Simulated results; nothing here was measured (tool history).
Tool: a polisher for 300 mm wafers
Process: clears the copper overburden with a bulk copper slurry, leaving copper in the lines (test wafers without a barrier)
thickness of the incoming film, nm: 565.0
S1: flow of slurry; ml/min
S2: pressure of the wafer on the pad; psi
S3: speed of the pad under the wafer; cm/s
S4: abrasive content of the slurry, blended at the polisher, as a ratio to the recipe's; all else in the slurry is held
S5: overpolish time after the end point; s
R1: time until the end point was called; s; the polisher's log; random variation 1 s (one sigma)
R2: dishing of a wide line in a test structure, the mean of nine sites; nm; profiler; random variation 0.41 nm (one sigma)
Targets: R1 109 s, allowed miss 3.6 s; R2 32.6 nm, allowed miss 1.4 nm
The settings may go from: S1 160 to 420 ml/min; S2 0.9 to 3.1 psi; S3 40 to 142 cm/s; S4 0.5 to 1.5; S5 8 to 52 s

run	hour	S1	S2	S3	S4	S5	R1	R2
1	0	270	2	90	1	26	89.787	72.009
2	6.4	270	2	102	1	26	78.916	74.924
3	9.9	270	2	102	1.15	26	77.576	76.329
4	16.9	245	1.8	108	1	22	84.825	68.795
5	22.3	285	1.6	112	0.9	19	91.459	58.706
6	26.3	315	1.4	118	0.8	17	99.452	53.429
7	29.5	390	0.9	142	0.55	8	128.3	25.608
8	31.8	315	1.2	140	0.55	9	103.46	34.336
9	34.9	320	1.2	140	0.55	9	101.46	34.028
10	41.9	330	1.2	140	0.55	9	103.16	34.289
11	49.8	340	1.2	140	0.55	9	100.29	34.927

Which of these 5 next moves meets every target?
A	57.7	295	1.3	124	0.5	13	?	?
B	57.7	290	1.3	142	0.7	8	?	?
C	57.7	360	1.1	136	0.65	9	?	?
D	57.7	360	1.3	142	0.55	8	?	?
E	57.7	290	1.5	132	0.65	8	?	?

move	R1	R2
A	111.16	42.138
B	91.233	34.349
C	110.24	32.206
D	94.334	33.5
E	87.551	35.745
A: brings the result that was furthest off to its target, and leaves another outside
B: further off than the last run
C: meets every target
D: further off than the last run
E: further off than the last run
Answer: C
